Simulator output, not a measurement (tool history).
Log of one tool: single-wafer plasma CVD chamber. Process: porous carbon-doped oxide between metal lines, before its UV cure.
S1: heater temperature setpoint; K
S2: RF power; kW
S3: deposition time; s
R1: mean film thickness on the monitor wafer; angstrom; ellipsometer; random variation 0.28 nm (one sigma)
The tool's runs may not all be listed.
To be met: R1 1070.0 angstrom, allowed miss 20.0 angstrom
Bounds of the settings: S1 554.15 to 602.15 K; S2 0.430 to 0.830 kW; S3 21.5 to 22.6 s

run    day      S1     S2    S3      R1
  1  0.000  578.15  0.630  22.6  1323.1
  2  0.221  578.15  0.695  22.6  1418.3
  3  0.492  584.15  0.645  22.5  1287.9
  4  0.829  590.15  0.645  22.5  1244.8
  5  0.967  590.15  0.715  22.5  1328.4
  6  1.242  593.15  0.670  22.4  1250.9
  7  1.479  595.15  0.635  22.3  1185.8
  8  1.600  597.15  0.615  22.2  1135.2

4 next moves are on the table. One of them brings every result within its allowed miss. Which?
  A  1.721  592.15  0.550  21.8   ?
  B  1.721  595.15  0.620  21.5   ?
  C  1.721  598.15  0.675  22.2   ?
  D  1.721  595.15  0.585  22.2   ?

move      R1
   A  1061.6
   B  1121.0
   C  1206.3
   D  1109.9
A: meets every target
B: nearer than the last run, and not there yet
C: further off than the last run
D: nearer than the last run, and not there yet
Answer: A
